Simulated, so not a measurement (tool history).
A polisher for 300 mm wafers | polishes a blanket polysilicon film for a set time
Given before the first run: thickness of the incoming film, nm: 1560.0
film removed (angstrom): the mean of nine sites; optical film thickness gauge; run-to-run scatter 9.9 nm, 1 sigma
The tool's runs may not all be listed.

| run | hour | flow of slurry (ml/min) | pressure of the wafer on the pad (psi) | speed of the pad under the wafer (m/s) | polishing time (s) | film removed (angstrom) |
|---|---|---|---|---|---|---|
| 1 | 0.0 | 315 | 2.8 | 1.16 | 67 | 5342.5 |
| 2 | 6.1 | 315 | 2.8 | 0.98 | 67 | 4832.3 |
| 3 | 14.5 | 315 | 3.2 | 1.00 | 67 | 5491.9 |
| 4 | 15.9 | 315 | 3.2 | 1.26 | 67 | 6318.5 |
| 5 | 16.9 | 315 | 3.4 | 1.28 | 67 | 6903.9 |
| 6 | 24.9 | 280 | 3.4 | 1.28 | 67 | 6884.3 |
| 7 | 33.9 | 280 | 3.6 | 1.28 | 67 | 7299.7 |
| 8 | 37.7 | 280 | 3.7 | 1.28 | 67 | 7468.2 |
| 9 | 42.1 | 280 | 3.8 | 1.28 | 67 | 7699.5 |
| 10 | 47.6 | 280 | 3.9 | 1.28 | 67 | 7887.8 |

Forecast run 11:
| 11 | 49.5 | 280 | 4.0 | 1.28 | 67 | ? |

Run 11 gave film removed (angstrom) 8077.2.
